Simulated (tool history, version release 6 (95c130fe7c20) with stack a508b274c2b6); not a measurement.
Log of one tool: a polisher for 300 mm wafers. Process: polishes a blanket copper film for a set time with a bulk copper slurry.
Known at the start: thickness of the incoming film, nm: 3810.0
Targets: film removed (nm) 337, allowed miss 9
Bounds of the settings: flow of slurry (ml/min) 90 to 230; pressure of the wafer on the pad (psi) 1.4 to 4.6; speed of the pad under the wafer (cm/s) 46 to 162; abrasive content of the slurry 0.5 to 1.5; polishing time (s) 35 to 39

| run | hour | flow of slurry (ml/min) | pressure of the wafer on the pad (psi) | speed of the pad under the wafer (cm/s) | abrasive content of the slurry | polishing time (s) | film removed (nm) |
|---|---|---|---|---|---|---|---|
| 1 | 0 | 150 | 3 | 104 | 1 | 39 | 410.31 |
| 2 | 5.1 | 150 | 3 | 104 | 1 | 39 | 406.95 |
| 3 | 10.6 | 150 | 3.6 | 104 | 1 | 39 | 474.69 |
| 4 | 18 | 150 | 3.6 | 104 | 1.1 | 39 | 490.91 |
| 5 | 24.3 | 170 | 3.6 | 104 | 1.1 | 39 | 497.33 |
| 6 | 25.5 | 170 | 2.9 | 104 | 1.1 | 39 | 414.96 |
| 7 | 32.1 | 130 | 2.2 | 104 | 1.1 | 39 | 315.31 |
| 8 | 39.1 | 140 | 2.2 | 104 | 1.1 | 39 | 318.03 |
| 9 | 44.6 | 145 | 2.2 | 104 | 1.1 | 39 | 321.26 |
| 10 | 46.6 | 150 | 2.2 | 104 | 1.1 | 39 | 322.49 |
| 11 | 49.2 | 155 | 2.2 | 104 | 1.1 | 39 | 327.91 |
| 12 | 50.7 | 160 | 2.2 | 104 | 1.1 | 39 | 329.76 |

4 next moves are on the table. One of them brings every result within its allowed miss. Which?
| A | 52.2 | 170 | 1.8 | 122 | 1.15 | 39 | ? |
| B | 52.2 | 175 | 2.2 | 100 | 1.1 | 38 | ? |
| C | 52.2 | 170 | 1.8 | 154 | 1.15 | 35 | ? |
| D | 52.2 | 180 | 2 | 108 | 1.25 | 38 | ? |

| move | film removed (nm) |
|---|---|
| A | 317.19 |
| B | 314.26 |
| C | 336.81 |
| D | 318.42 |
A: further off than the last run
B: further off than the last run
C: meets every target
D: further off than the last run
The right move is C.
